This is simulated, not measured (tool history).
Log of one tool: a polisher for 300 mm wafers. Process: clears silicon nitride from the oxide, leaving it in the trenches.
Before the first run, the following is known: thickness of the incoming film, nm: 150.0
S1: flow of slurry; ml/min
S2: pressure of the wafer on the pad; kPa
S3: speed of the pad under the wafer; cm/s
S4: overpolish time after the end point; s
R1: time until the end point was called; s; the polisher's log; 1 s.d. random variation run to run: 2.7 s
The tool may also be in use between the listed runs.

Run 1, hour 0: S1 295 ml/min, S2 24.1 kPa, S3 114 cm/s, S4 39 s. Result: R1 141.92 s.
Run 2, hour 2.1: S1 240 ml/min, S2 24.1 kPa, S3 114 cm/s, S4 39 s. Result: R1 144.02 s.
Run 3, hour 4.5: S1 210 ml/min, S2 24.1 kPa, S3 114 cm/s, S4 39 s. Result: R1 146.81 s.
Run 4, hour 11.7: S1 210 ml/min, S2 22.8 kPa, S3 114 cm/s, S4 39 s. Result: R1 155.23 s.
Run 5, hour 16.4: S1 210 ml/min, S2 26.9 kPa, S3 114 cm/s, S4 39 s. Result: R1 132.03 s.
Run 6, hour 24.1: S1 245 ml/min, S2 26.9 kPa, S3 114 cm/s, S4 39 s. Result: R1 129.54 s.

Run 7 comes next. What will it give?
Run 7, hour 24.9: S1 245 ml/min, S2 26.9 kPa, S3 114 cm/s, S4 39 s. Result: R1 ?.

R1: 131.56 s
